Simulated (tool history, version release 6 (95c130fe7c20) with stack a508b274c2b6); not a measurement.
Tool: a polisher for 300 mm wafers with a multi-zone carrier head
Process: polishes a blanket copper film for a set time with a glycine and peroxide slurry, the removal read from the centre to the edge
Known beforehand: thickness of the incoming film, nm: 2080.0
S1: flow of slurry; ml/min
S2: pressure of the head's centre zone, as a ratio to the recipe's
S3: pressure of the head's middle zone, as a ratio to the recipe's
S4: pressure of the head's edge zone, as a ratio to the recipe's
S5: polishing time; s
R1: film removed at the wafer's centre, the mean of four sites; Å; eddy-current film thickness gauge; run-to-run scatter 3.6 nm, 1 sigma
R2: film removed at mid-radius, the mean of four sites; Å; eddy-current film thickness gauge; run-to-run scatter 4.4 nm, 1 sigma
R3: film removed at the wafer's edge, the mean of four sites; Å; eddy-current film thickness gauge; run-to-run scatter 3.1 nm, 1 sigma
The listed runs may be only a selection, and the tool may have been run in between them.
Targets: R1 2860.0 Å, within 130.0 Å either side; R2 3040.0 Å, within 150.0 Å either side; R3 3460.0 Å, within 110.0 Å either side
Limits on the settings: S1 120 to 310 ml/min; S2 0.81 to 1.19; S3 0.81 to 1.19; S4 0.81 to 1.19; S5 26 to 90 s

{"run": 1, "day": 0.0, "S1": 200, "S2": 1.0, "S3": 1.0, "S4": 1.0, "S5": 58, "R1": 3560.2, "R2": 3557.0, "R3": 3459.7}
{"run": 2, "day": 0.154, "S1": 200, "S2": 1.0, "S3": 1.0, "S4": 1.04, "S5": 58, "R1": 3567.5, "R2": 3529.0, "R3": 3547.3}
{"run": 3, "day": 0.454, "S1": 200, "S2": 1.0, "S3": 1.0, "S4": 1.04, "S5": 44, "R1": 2685.7, "R2": 2687.2, "R3": 2704.6}
{"run": 4, "day": 0.788, "S1": 200, "S2": 1.0, "S3": 0.92, "S4": 1.04, "S5": 44, "R1": 2650.4, "R2": 2461.2, "R3": 2657.0}
{"run": 5, "day": 0.921, "S1": 200, "S2": 1.0, "S3": 0.92, "S4": 0.99, "S5": 44, "R1": 2701.9, "R2": 2527.7, "R3": 2618.2}
{"run": 6, "day": 1.175, "S1": 205, "S2": 0.97, "S3": 0.93, "S4": 1.04, "S5": 47, "R1": 2719.8, "R2": 2703.4, "R3": 2842.4}
{"run": 7, "day": 1.488, "S1": 210, "S2": 0.96, "S3": 0.93, "S4": 1.08, "S5": 49, "R1": 2840.5, "R2": 2751.9, "R3": 3077.7}
{"run": 8, "day": 1.746, "S1": 220, "S2": 0.95, "S3": 0.94, "S4": 1.1, "S5": 49, "R1": 2845.9, "R2": 2804.5, "R3": 3057.2}
{"run": 9, "day": 1.992, "S1": 215, "S2": 0.93, "S3": 0.94, "S4": 1.12, "S5": 50, "R1": 2866.2, "R2": 2956.7, "R3": 3151.5}
{"run": 10, "day": 2.108, "S1": 215, "S2": 0.91, "S3": 0.92, "S4": 1.14, "S5": 51, "R1": 2813.6, "R2": 2896.4, "R3": 3281.3}
{"run": 11, "day": 2.158, "S1": 215, "S2": 0.91, "S3": 0.92, "S4": 1.15, "S5": 51, "R1": 2863.6, "R2": 2858.5, "R3": 3248.5}
{"run": 12, "day": 2.504, "S1": 220, "S2": 0.9, "S3": 0.92, "S4": 1.16, "S5": 51, "R1": 2815.5, "R2": 2889.4, "R3": 3361.0}
{"run": 13, "day": 2.746, "S1": 225, "S2": 0.9, "S3": 0.93, "S4": 1.16, "S5": 51, "R1": 2754.7, "R2": 3030.4, "R3": 3313.1}
{"run": 14, "day": 3.0, "S1": 225, "S2": 0.9, "S3": 0.93, "S4": 1.17, "S5": 51, "R1": 2864.4, "R2": 2859.4, "R3": 3311.8}

Exercise: of the 5 proposed moves below, exactly one satisfies all targets within the stated allowed misses. Which move is it?
{"run": "A", "day": 3.254, "S1": 245, "S2": 0.98, "S3": 0.87, "S4": 1.19, "S5": 48, "R1": "?", "R2": "?", "R3": "?"}
{"run": "B", "day": 3.254, "S1": 230, "S2": 0.93, "S3": 0.91, "S4": 1.19, "S5": 48, "R1": "?", "R2": "?", "R3": "?"}
{"run": "C", "day": 3.254, "S1": 245, "S2": 0.89, "S3": 0.95, "S4": 1.19, "S5": 52, "R1": "?", "R2": "?", "R3": "?"}
{"run": "D", "day": 3.254, "S1": 240, "S2": 0.98, "S3": 0.92, "S4": 1.17, "S5": 46, "R1": "?", "R2": "?", "R3": "?"}
{"run": "E", "day": 3.254, "S1": 245, "S2": 0.97, "S3": 1.0, "S4": 1.19, "S5": 49, "R1": "?", "R2": "?", "R3": "?"}

move=A R1=2853.9 R2=2690.0 R3=3172.1
move=B R1=2690.0 R2=2762.1 R3=3156.4
move=C R1=2807.0 R2=3106.1 R3=3433.2
move=D R1=2730.0 R2=2678.1 R3=3007.0
move=E R1=2885.7 R2=3037.9 R3=3233.3
A: further off than the last run
B: further off than the last run
C: every result lands within tolerance
D: further off than the last run
E: further off than the last run
C is the move that brings every result within its allowed miss.
